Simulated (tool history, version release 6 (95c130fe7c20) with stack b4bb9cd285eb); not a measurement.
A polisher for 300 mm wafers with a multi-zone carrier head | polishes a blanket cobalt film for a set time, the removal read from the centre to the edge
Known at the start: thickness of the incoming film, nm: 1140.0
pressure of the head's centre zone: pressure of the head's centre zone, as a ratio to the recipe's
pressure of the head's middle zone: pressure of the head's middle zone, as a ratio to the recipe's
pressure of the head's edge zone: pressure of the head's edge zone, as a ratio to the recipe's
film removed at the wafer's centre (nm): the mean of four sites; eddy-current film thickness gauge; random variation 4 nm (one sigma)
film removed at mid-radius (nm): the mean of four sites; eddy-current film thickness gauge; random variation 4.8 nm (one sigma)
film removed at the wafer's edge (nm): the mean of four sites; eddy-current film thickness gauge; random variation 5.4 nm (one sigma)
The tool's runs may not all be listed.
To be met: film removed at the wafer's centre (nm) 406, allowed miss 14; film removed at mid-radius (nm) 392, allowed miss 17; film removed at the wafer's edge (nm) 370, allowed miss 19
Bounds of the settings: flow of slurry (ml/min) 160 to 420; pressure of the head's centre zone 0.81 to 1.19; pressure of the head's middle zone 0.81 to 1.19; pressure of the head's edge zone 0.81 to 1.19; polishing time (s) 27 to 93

run	hour	flow of slurry (ml/min)	pressure of the head's centre zone	pressure of the head's middle zone	pressure of the head's edge zone	polishing time (s)	film removed at the wafer's centre (nm)	film removed at mid-radius (nm)	film removed at the wafer's edge (nm)
1	0	270	1	1	1	59	291.38	286.18	283.44
2	3.3	310	1	1	1	59	297.93	292.27	293.03
3	6.8	325	1.03	1.04	1.02	62	314.17	315.09	306.84
4	11.9	325	1.03	1.04	1.02	52	268.89	266	254.55
5	19.2	330	1.05	1.05	1.02	58	299.95	303.05	290.32
6	26.5	330	1.1	1.05	1.02	58	310.88	300.79	291.49
# hour 28.1: worn pad replaced by a new one
7	28.1	335	1.12	1.06	1.01	62	385.49	357.08	349.86
8	31.8	340	1.12	1.08	1.01	62	380.66	365.31	344.01
9	37.8	340	1.12	1.08	1.02	63	387.17	375.48	353.14
10	38.5	340	1.13	1.08	1.03	63	389.39	379.13	351.85

Which of these 5 next moves meets every target?
A	39.2	395	0.95	1.08	1.11	71	?	?	?
B	39.2	355	1.06	1.06	1.08	73	?	?	?
C	39.2	280	1.14	1.1	1.03	66	?	?	?
D	39.2	395	0.9	1.07	1.17	70	?	?	?
E	39.2	205	1.17	1.03	0.9	73	?	?	?

move	film removed at the wafer's centre (nm)	film removed at mid-radius (nm)	film removed at the wafer's edge (nm)
A	387.24	431.63	422.84
B	430.42	434.42	425.96
C	402.32	392.91	369.24
D	365.87	423.02	428.37
E	433.17	398.87	371.15
A: further off than the last run
B: takes the result that was furthest off past its target
C: meets every target
D: further off than the last run
E: takes the result that was furthest off past its target
The right move is C.

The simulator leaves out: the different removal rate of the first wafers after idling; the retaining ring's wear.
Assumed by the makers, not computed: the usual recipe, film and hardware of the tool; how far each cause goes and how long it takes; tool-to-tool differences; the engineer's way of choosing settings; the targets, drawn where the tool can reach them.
